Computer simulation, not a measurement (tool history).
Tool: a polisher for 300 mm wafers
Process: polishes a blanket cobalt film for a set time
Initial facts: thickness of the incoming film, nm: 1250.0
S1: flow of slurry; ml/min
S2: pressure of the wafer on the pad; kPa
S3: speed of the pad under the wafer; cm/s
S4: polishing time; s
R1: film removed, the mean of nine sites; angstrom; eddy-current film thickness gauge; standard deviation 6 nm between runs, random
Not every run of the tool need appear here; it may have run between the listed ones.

Run 1, hour 0.0: S1 290 ml/min, S2 15.9 kPa, S3 88 cm/s, S4 117 s. Result: R1 6138.5 angstrom.
Run 2, hour 3.0: S1 290 ml/min, S2 15.9 kPa, S3 88 cm/s, S4 117 s. Result: R1 6216.8 angstrom.
Run 3, hour 11.7: S1 340 ml/min, S2 15.9 kPa, S3 88 cm/s, S4 117 s. Result: R1 6198.3 angstrom.
Run 4, hour 15.6: S1 340 ml/min, S2 15.9 kPa, S3 88 cm/s, S4 117 s. Result: R1 6095.6 angstrom.
Run 5, hour 22.4: S1 340 ml/min, S2 15.2 kPa, S3 88 cm/s, S4 117 s. Result: R1 6020.3 angstrom.
Run 6, hour 26.3: S1 385 ml/min, S2 15.2 kPa, S3 88 cm/s, S4 117 s. Result: R1 5952.8 angstrom.

Run 7, settings as shown, results not yet in. Your forecast:
Run 7, hour 33.8: S1 385 ml/min, S2 14.5 kPa, S3 88 cm/s, S4 117 s. Result: R1 ?.

Run 7 came out at R1 5702.1 angstrom.
